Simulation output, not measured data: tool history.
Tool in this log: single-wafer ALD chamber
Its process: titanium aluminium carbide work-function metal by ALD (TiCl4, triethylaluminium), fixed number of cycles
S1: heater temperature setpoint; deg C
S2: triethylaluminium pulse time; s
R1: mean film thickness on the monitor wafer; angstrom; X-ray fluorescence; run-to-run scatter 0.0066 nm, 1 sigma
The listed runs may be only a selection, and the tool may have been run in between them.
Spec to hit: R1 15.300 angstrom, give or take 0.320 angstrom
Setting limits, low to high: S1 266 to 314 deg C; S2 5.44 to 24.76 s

run	day	S1	S2	R1
1	0.000	290	15.10	18.705
2	0.058	286	15.10	18.450
3	0.346	280	12.02	17.799
4	0.446	280	9.63	17.087
5	0.529	280	5.44	11.496
6	0.783	276	6.26	13.181
7	0.921	273	6.69	13.756
8	1.158	271	7.06	14.399
9	1.200	270	7.21	14.435
10	1.275	282	8.94	16.754
11	1.404	279	8.86	16.610
12	1.671	279	8.86	16.499
13	1.696	267	5.44	10.852
14	1.900	276	5.53	11.536
15	2.188	276	5.53	11.599
16	2.354	275	6.49	13.645

Of the 4 settings listed for the next run, only one would bring every result within its allowed miss of target. Which one?
A	2.521	279	8.00	?
B	2.521	275	8.70	?
C	2.521	266	8.50	?
D	2.521	284	7.96	?

move	R1
A	15.990
B	16.290
C	15.546
D	16.279
A: the result that was furthest off in the last run now lies on the other side of its target
B: the result that was furthest off in the last run now lies on the other side of its target
C: all results land within tolerance of their targets
D: the result that was furthest off in the last run now lies on the other side of its target
The right move is C.

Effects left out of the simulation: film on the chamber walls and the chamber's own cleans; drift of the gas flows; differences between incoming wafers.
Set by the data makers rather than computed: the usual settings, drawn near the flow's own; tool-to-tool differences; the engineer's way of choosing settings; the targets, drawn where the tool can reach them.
